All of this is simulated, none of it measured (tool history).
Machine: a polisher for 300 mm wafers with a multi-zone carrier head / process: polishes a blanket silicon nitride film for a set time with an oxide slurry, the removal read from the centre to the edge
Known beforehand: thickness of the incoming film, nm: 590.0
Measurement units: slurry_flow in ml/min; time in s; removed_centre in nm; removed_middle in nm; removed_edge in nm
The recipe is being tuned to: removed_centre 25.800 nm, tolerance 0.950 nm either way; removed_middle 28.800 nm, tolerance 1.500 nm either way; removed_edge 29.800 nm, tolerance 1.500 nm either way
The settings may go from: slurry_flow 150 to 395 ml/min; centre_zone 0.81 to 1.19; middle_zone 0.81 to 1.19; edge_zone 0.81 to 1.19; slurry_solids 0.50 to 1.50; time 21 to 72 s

run 1 hour=0.0 | slurry_flow=250 centre_zone=1.00 middle_zone=1.00 edge_zone=1.00 slurry_solids=1.00 time=46 | removed_centre=34.029 removed_middle=34.778 removed_edge=34.775
run 2 hour=0.8 | slurry_flow=250 centre_zone=0.95 middle_zone=1.00 edge_zone=1.00 slurry_solids=1.00 time=46 | removed_centre=33.119 removed_middle=34.803 removed_edge=33.151
run 3 hour=8.3 | slurry_flow=220 centre_zone=0.95 middle_zone=1.00 edge_zone=1.00 slurry_solids=1.00 time=46 | removed_centre=32.285 removed_middle=33.082 removed_edge=33.764
run 4 hour=17.1 | slurry_flow=210 centre_zone=0.93 middle_zone=1.01 edge_zone=1.01 slurry_solids=0.95 time=46 | removed_centre=30.257 removed_middle=33.288 removed_edge=32.179
run 5 hour=18.9 | slurry_flow=200 centre_zone=0.91 middle_zone=1.00 edge_zone=1.02 slurry_solids=0.95 time=46 | removed_centre=29.172 removed_middle=32.195 removed_edge=32.637
run 6 hour=19.7 | slurry_flow=200 centre_zone=0.91 middle_zone=1.08 edge_zone=1.02 slurry_solids=0.95 time=46 | removed_centre=29.453 removed_middle=35.072 removed_edge=32.310
run 7 hour=23.3 | slurry_flow=195 centre_zone=0.90 middle_zone=1.06 edge_zone=1.02 slurry_solids=0.95 time=46 | removed_centre=29.537 removed_middle=34.057 removed_edge=31.515
run 8 hour=25.1 | slurry_flow=190 centre_zone=0.89 middle_zone=1.04 edge_zone=1.02 slurry_solids=0.95 time=46 | removed_centre=29.180 removed_middle=33.534 removed_edge=31.692
run 9 hour=31.7 | slurry_flow=185 centre_zone=0.88 middle_zone=1.02 edge_zone=1.02 slurry_solids=0.95 time=46 | removed_centre=28.232 removed_middle=32.259 removed_edge=31.085
run 10 hour=38.9 | slurry_flow=180 centre_zone=0.87 middle_zone=1.01 edge_zone=1.02 slurry_solids=0.95 time=46 | removed_centre=27.979 removed_middle=32.550 removed_edge=32.396
run 11 hour=39.5 | slurry_flow=180 centre_zone=0.87 middle_zone=1.01 edge_zone=1.02 slurry_solids=0.95 time=46 | removed_centre=27.722 removed_middle=31.993 removed_edge=31.763
run 12 hour=45.6 | slurry_flow=180 centre_zone=0.87 middle_zone=1.00 edge_zone=1.01 slurry_solids=0.95 time=46 | removed_centre=27.955 removed_middle=32.339 removed_edge=31.734
run 13 hour=51.1 | slurry_flow=180 centre_zone=0.87 middle_zone=0.99 edge_zone=1.01 slurry_solids=0.90 time=46 | removed_centre=27.033 removed_middle=30.361 removed_edge=30.647
run 14 hour=54.2 | slurry_flow=180 centre_zone=0.87 middle_zone=0.98 edge_zone=1.01 slurry_solids=0.90 time=46 | removed_centre=26.463 removed_middle=31.058 removed_edge=30.441
run 15 hour=55.7 | slurry_flow=180 centre_zone=0.88 middle_zone=0.97 edge_zone=1.01 slurry_solids=0.90 time=46 | removed_centre=27.103 removed_middle=30.250 removed_edge=30.372
run 16 hour=62.2 | slurry_flow=175 centre_zone=0.88 middle_zone=0.96 edge_zone=1.01 slurry_solids=0.90 time=46 | removed_centre=27.683 removed_middle=29.980 removed_edge=30.523

Consider the 4 candidate settings below. Which is the only one whose results all fall within their allowed miss of target?
run A hour=68.7 | slurry_flow=215 centre_zone=0.91 middle_zone=0.92 edge_zone=0.91 slurry_solids=1.10 time=41 | removed_centre=? removed_middle=? removed_edge=?
run B hour=68.7 | slurry_flow=180 centre_zone=0.96 middle_zone=0.99 edge_zone=0.88 slurry_solids=0.60 time=68 | removed_centre=? removed_middle=? removed_edge=?
run C hour=68.7 | slurry_flow=175 centre_zone=0.86 middle_zone=0.97 edge_zone=1.04 slurry_solids=0.95 time=43 | removed_centre=? removed_middle=? removed_edge=?
run D hour=68.7 | slurry_flow=155 centre_zone=0.81 middle_zone=0.84 edge_zone=1.19 slurry_solids=1.20 time=39 | removed_centre=? removed_middle=? removed_edge=?

move=A removed_centre=29.873 removed_middle=30.106 removed_edge=30.092
move=B removed_centre=28.393 removed_middle=28.786 removed_edge=27.000
move=C removed_centre=26.163 removed_middle=28.976 removed_edge=29.889
move=D removed_centre=25.452 removed_middle=26.942 removed_edge=33.235
A: its largest miss is bigger than the last run's
B: its largest miss is bigger than the last run's
C: every result lands within tolerance
D: corrects the largest miss of the last run, while another result sits out of spec
The move that meets every target is C.
